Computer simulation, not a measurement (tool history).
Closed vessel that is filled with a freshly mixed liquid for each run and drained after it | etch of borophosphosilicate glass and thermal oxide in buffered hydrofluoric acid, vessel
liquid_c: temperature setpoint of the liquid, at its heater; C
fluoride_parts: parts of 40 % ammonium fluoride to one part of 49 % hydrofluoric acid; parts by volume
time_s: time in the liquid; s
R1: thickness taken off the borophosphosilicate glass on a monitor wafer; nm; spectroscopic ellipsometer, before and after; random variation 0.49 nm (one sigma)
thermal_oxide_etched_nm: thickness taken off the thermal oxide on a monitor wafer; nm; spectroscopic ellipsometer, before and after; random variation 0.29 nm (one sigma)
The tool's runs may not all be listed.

{"run": 1, "hour": 0.0, "liquid_c": 23, "fluoride_parts": 9.5, "time_s": 60, "R1": 147.31, "thermal_oxide_etched_nm": 74.356}
{"run": 2, "hour": 1.9, "liquid_c": 23, "fluoride_parts": 9.5, "time_s": 45, "R1": 111.73, "thermal_oxide_etched_nm": 55.74}
{"run": 3, "hour": 10.0, "liquid_c": 22, "fluoride_parts": 10, "time_s": 45, "R1": 103.63, "thermal_oxide_etched_nm": 52.292}
{"run": 4, "hour": 18.2, "liquid_c": 21, "fluoride_parts": 10.5, "time_s": 45, "R1": 93.459, "thermal_oxide_etched_nm": 46.982}
{"run": 5, "hour": 24.7, "liquid_c": 21, "fluoride_parts": 10.5, "time_s": 55, "R1": 112.84, "thermal_oxide_etched_nm": 57.421}
{"run": 6, "hour": 27.3, "liquid_c": 24.5, "fluoride_parts": 10.5, "time_s": 55, "R1": 137.6, "thermal_oxide_etched_nm": 69.527}

Run 7 comes next. What will it give?
{"run": 7, "hour": 29.7, "liquid_c": 23, "fluoride_parts": 11.5, "time_s": 55, "R1": "?", "thermal_oxide_etched_nm": "?"}

Run 7 gave R1 115.69 nm, thermal_oxide_etched_nm 57.92 nm.
